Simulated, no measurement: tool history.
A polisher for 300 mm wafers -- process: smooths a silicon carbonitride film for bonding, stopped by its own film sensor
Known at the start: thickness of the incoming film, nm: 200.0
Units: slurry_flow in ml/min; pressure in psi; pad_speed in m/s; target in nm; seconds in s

run 1 day=0.000 | slurry_flow=170 pressure=2.1 pad_speed=0.76 slurry_solids=1.0 target=189 | seconds=45.286
run 2 day=0.304 | slurry_flow=155 pressure=2.1 pad_speed=0.76 slurry_solids=1.0 target=189 | seconds=46.559
run 3 day=0.429 | slurry_flow=155 pressure=2.0 pad_speed=0.72 slurry_solids=1.0 target=189 | seconds=52.701
run 4 day=0.650 | slurry_flow=155 pressure=2.0 pad_speed=0.72 slurry_solids=1.0 target=190 | seconds=46.452
run 5 day=0.679 | slurry_flow=155 pressure=2.0 pad_speed=0.80 slurry_solids=1.0 target=190 | seconds=41.582
run 6 day=0.912 | slurry_flow=155 pressure=1.7 pad_speed=0.80 slurry_solids=1.0 target=190 | seconds=50.741

The next listed run, before its measurement:
-- day=1.150 head pressure recalibrated
run 7 day=1.150 | slurry_flow=155 pressure=1.6 pad_speed=0.76 slurry_solids=1.0 target=190 | seconds=?

Run 7 measured seconds 50.455 s.
